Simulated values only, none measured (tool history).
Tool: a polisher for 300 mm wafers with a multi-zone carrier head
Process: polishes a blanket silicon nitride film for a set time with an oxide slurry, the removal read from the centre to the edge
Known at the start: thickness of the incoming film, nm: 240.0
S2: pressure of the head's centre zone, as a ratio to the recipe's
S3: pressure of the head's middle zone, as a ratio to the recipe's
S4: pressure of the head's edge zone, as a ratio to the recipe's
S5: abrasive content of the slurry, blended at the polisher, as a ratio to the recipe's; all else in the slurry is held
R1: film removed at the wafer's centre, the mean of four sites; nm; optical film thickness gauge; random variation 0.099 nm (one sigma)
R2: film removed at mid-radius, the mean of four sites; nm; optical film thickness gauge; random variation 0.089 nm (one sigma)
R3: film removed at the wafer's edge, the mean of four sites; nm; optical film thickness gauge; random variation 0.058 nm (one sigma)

Run 1, hour 0: flow of slurry (ml/min) 230, S2 1, S3 1, S4 1, S5 1, polishing time (s) 34. Result: R1 13.999 nm, R2 14.27 nm, R3 13.824 nm.
Run 2, hour 0.9: flow of slurry (ml/min) 225, S2 1.01, S3 0.96, S4 0.96, S5 0.85, polishing time (s) 31. Result: R1 12.081 nm, R2 11.464 nm, R3 11.586 nm.
Run 3, hour 9.6: flow of slurry (ml/min) 225, S2 1.01, S3 0.95, S4 0.93, S5 0.75, polishing time (s) 29. Result: R1 10.751 nm, R2 10.228 nm, R3 10.314 nm.
Run 4, hour 10.3: flow of slurry (ml/min) 220, S2 1.02, S3 0.94, S4 0.9, S5 0.7, polishing time (s) 28. Result: R1 10.457 nm, R2 9.6722 nm, R3 9.6032 nm.
Run 5, hour 19.3: flow of slurry (ml/min) 215, S2 1.01, S3 0.92, S4 0.88, S5 0.65, polishing time (s) 27. Result: R1 9.802 nm, R2 8.8297 nm, R3 8.9919 nm.
At hour 24.1: worn pad replaced by a new one.
Run 6, hour 24.1: flow of slurry (ml/min) 215, S2 1.01, S3 0.92, S4 0.96, S5 0.65, polishing time (s) 27. Result: R1 10.536 nm, R2 9.8337 nm, R3 10.267 nm.
Run 7, hour 25: flow of slurry (ml/min) 215, S2 1, S3 0.91, S4 0.92, S5 0.6, polishing time (s) 27. Result: R1 10.139 nm, R2 9.2486 nm, R3 9.7511 nm.

Forecast run 8:
Run 8, hour 30.5: flow of slurry (ml/min) 215, S2 1, S3 0.91, S4 0.89, S5 0.55, polishing time (s) 26. Result: R1 ?, R2 ?, R3 ?.

Run 8 gave R1 9.3322 nm, R2 8.8477 nm, R3 9.0209 nm.
